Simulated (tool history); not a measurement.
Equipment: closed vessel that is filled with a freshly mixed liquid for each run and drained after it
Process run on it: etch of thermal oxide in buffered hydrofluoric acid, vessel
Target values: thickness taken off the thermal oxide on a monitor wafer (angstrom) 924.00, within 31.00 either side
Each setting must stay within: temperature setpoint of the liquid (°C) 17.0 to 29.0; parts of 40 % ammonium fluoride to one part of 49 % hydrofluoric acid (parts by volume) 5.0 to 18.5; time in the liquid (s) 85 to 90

run  hour  temperature setpoint of the liquid (°C)  parts of 40 % ammonium fluoride to one part of 49 % hydrofluoric acid (parts by volume)  time in the liquid (s)  thickness taken off the thermal oxide on a monitor wafer (angstrom)
  1   0.0                                     21.0                                                                                     11.5                      85                                                               709.42
  2   5.2                                     21.0                                                                                     14.0                      85                                                               595.23
  3  10.2                                     23.5                                                                                     14.0                      85                                                               679.48
  4  17.5                                     25.0                                                                                     14.0                      85                                                               735.36
  5  22.6                                     26.0                                                                                     14.0                      85                                                               771.92
  6  24.0                                     27.0                                                                                     14.0                      85                                                               809.93
  7  29.4                                     27.5                                                                                     14.0                      85                                                               834.58
  8  34.3                                     28.0                                                                                     14.0                      85                                                               860.64
  9  40.0                                     28.5                                                                                     14.0                      85                                                               876.77
 10  48.2                                     28.5                                                                                     14.0                      85                                                               871.90

Which of these 5 next moves meets every target?
  A  56.4                                     27.0                                                                                     13.0                      90                                                                    ?
  B  56.4                                     28.5                                                                                     14.5                      85                                                                    ?
  C  56.4                                     29.0                                                                                     13.5                      90                                                                    ?
  D  56.4                                     27.5                                                                                     14.5                      85                                                                    ?
  E  56.4                                     28.5                                                                                     15.0                      85                                                                    ?

move  thickness taken off the thermal oxide on a monitor wafer (angstrom)
   A                                                               919.83
   B                                                               845.58
   C                                                               986.00
   D                                                               801.75
   E                                                               817.94
A: all results in spec
B: further off than the last run
C: takes the biggest miss from the last run beyond its target
D: further off than the last run
E: further off than the last run
The move that meets every target is A.
